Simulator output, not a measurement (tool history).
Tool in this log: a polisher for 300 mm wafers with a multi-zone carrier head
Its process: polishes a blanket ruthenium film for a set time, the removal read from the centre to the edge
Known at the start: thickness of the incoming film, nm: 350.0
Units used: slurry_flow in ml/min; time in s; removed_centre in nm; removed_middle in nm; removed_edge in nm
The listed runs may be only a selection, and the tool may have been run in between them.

| run | day | slurry_flow | centre_zone | middle_zone | edge_zone | time | removed_centre | removed_middle | removed_edge |
|---|---|---|---|---|---|---|---|---|---|
| 1 | 0 | 305 | 1 | 1 | 1 | 41 | 55.535 | 59.112 | 58.665 |
| 2 | 0.371 | 305 | 1 | 1 | 0.97 | 41 | 55.976 | 58.757 | 59.667 |
| 3 | 0.562 | 305 | 1 | 1 | 0.97 | 32 | 42.381 | 45.945 | 46.359 |
| 4 | 0.742 | 310 | 1 | 1.03 | 0.98 | 32 | 42.892 | 46.96 | 46.108 |
| 5 | 0.896 | 310 | 1 | 1.03 | 0.94 | 32 | 43.359 | 46.132 | 46.062 |
| 6 | 1.138 | 310 | 1 | 0.95 | 0.94 | 32 | 43.162 | 43.481 | 45.394 |
| 7 | 1.338 | 315 | 1.01 | 1 | 0.95 | 32 | 43.692 | 46.359 | 45.291 |
| 8 | 1.367 | 320 | 1.01 | 1.03 | 0.96 | 32 | 43.883 | 47.786 | 45.998 |
| 9 | 1.546 | 325 | 1.01 | 1.05 | 0.97 | 32 | 44.022 | 47.614 | 46.606 |
| 10 | 1.879 | 310 | 1.01 | 1.08 | 0.98 | 32 | 44.518 | 48.428 | 46.376 |
| 11 | 1.938 | 330 | 1 | 1.1 | 0.99 | 32 | 43.248 | 50.309 | 45.842 |
| 12 | 2.092 | 330 | 1 | 1.11 | 1 | 33 | 44.813 | 52.518 | 48.4 |
| 13 | 2.117 | 335 | 1 | 1.12 | 1.01 | 33 | 45.579 | 51.566 | 48.472 |
| 14 | 2.242 | 335 | 0.99 | 1.13 | 1 | 33 | 44.355 | 52.925 | 48.436 |
| 15 | 2.608 | 340 | 0.99 | 1.14 | 1 | 33 | 44.641 | 53.068 | 48.339 |

Run 16, settings as shown, results not yet in. Your forecast:
| 16 | 2.746 | 345 | 0.99 | 1.15 | 1.01 | 33 | ? | ? | ? |

removed_centre: 44.356 nm
removed_middle: 53.765 nm
removed_edge: 47.928 nm
